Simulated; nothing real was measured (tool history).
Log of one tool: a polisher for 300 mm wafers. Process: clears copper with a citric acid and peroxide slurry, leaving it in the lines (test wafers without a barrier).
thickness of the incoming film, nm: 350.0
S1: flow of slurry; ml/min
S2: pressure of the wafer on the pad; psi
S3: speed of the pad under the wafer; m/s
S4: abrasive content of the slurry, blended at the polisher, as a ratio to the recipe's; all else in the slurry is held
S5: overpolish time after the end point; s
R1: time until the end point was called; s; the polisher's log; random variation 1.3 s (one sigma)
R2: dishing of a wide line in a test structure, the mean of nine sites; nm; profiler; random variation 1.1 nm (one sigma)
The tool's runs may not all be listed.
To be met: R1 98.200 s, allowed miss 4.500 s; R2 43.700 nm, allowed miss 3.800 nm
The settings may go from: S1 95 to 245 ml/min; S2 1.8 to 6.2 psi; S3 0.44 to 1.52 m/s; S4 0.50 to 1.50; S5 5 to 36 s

run 1 hour=0.0 | S1=155 S2=4.0 S3=0.98 S4=1.00 S5=18 | R1=117.730 R2=34.507
run 2 hour=3.8 | S1=155 S2=4.7 S3=0.98 S4=1.00 S5=18 | R1=101.220 R2=36.853
run 3 hour=12.3 | S1=155 S2=5.3 S3=0.98 S4=1.00 S5=18 | R1=91.660 R2=40.198
run 4 hour=16.6 | S1=155 S2=5.3 S3=0.98 S4=1.00 S5=12 | R1=88.798 R2=29.950
run 5 hour=20.2 | S1=155 S2=5.2 S3=0.98 S4=1.00 S5=14 | R1=93.099 R2=34.109
run 6 hour=27.8 | S1=155 S2=6.1 S3=0.98 S4=1.00 S5=14 | R1=78.323 R2=38.596
run 7 hour=33.3 | S1=155 S2=5.9 S3=0.98 S4=1.00 S5=15 | R1=81.851 R2=38.868
run 8 hour=38.9 | S1=155 S2=5.7 S3=0.98 S4=1.00 S5=16 | R1=86.056 R2=41.125
run 9 hour=44.9 | S1=155 S2=5.6 S3=0.98 S4=1.00 S5=17 | R1=85.201 R2=42.296
run 10 hour=52.5 | S1=155 S2=5.5 S3=0.98 S4=1.00 S5=18 | R1=88.926 R2=44.426

Which of these 4 next moves meets every target?
run A hour=60.1 | S1=175 S2=6.0 S3=0.86 S4=0.90 S5=18 | R1=? R2=?
run B hour=60.1 | S1=160 S2=5.3 S3=0.88 S4=0.95 S5=27 | R1=? R2=?
run C hour=60.1 | S1=155 S2=5.2 S3=0.90 S4=1.05 S5=21 | R1=? R2=?
run D hour=60.1 | S1=170 S2=6.1 S3=0.82 S4=1.05 S5=15 | R1=? R2=?

move=A R1=87.499 R2=43.934
move=B R1=97.711 R2=53.657
move=C R1=96.794 R2=45.479
move=D R1=86.778 R2=38.577
A: further off than the last run
B: brings the result that was furthest off to its target, and leaves another outside
C: meets every target
D: further off than the last run
Move C is the one to make.
